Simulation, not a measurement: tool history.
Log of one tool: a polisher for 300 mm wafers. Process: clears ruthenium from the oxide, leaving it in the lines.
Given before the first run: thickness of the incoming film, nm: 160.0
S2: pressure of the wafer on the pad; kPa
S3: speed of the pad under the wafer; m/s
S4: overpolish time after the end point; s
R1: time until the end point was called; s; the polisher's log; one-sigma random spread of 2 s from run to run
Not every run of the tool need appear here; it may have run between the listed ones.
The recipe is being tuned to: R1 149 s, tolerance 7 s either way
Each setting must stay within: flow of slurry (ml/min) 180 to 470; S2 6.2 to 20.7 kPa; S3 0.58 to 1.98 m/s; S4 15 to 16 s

{"run": 1, "hour": 0.0, "flow of slurry (ml/min)": 300, "S2": 13.1, "S3": 1.28, "S4": 15, "R1": 119.19}
{"run": 2, "hour": 5.9, "flow of slurry (ml/min)": 300, "S2": 13.1, "S3": 1.28, "S4": 16, "R1": 121.79}
{"run": 3, "hour": 10.1, "flow of slurry (ml/min)": 300, "S2": 12.4, "S3": 1.28, "S4": 16, "R1": 126.52}
{"run": 4, "hour": 12.6, "flow of slurry (ml/min)": 300, "S2": 11.7, "S3": 1.28, "S4": 16, "R1": 131.68}
{"run": 5, "hour": 18.8, "flow of slurry (ml/min)": 300, "S2": 11, "S3": 1.28, "S4": 16, "R1": 141.42}
{"run": 6, "hour": 23.8, "flow of slurry (ml/min)": 300, "S2": 11, "S3": 1.48, "S4": 16, "R1": 121}
{"run": 7, "hour": 31.9, "flow of slurry (ml/min)": 300, "S2": 10.3, "S3": 1.48, "S4": 16, "R1": 128.88}
{"run": 8, "hour": 34.4, "flow of slurry (ml/min)": 300, "S2": 9.7, "S3": 1.48, "S4": 16, "R1": 136.77}

Which of these 4 next moves meets every target?
{"run": "A", "hour": 36.9, "flow of slurry (ml/min)": 400, "S2": 6.9, "S3": 1.84, "S4": 16, "R1": "?"}
{"run": "B", "hour": 36.9, "flow of slurry (ml/min)": 290, "S2": 9.7, "S3": 1.56, "S4": 16, "R1": "?"}
{"run": "C", "hour": 36.9, "flow of slurry (ml/min)": 360, "S2": 9, "S3": 1.64, "S4": 16, "R1": "?"}
{"run": "D", "hour": 36.9, "flow of slurry (ml/min)": 285, "S2": 10.3, "S3": 1.44, "S4": 15, "R1": "?"}

move=A R1=150.5
move=B R1=131.79
move=C R1=132.23
move=D R1=133.54
A: every result lands within tolerance
B: the biggest miss grows against the last run
C: the biggest miss grows against the last run
D: the biggest miss grows against the last run
Move A is the one to make.

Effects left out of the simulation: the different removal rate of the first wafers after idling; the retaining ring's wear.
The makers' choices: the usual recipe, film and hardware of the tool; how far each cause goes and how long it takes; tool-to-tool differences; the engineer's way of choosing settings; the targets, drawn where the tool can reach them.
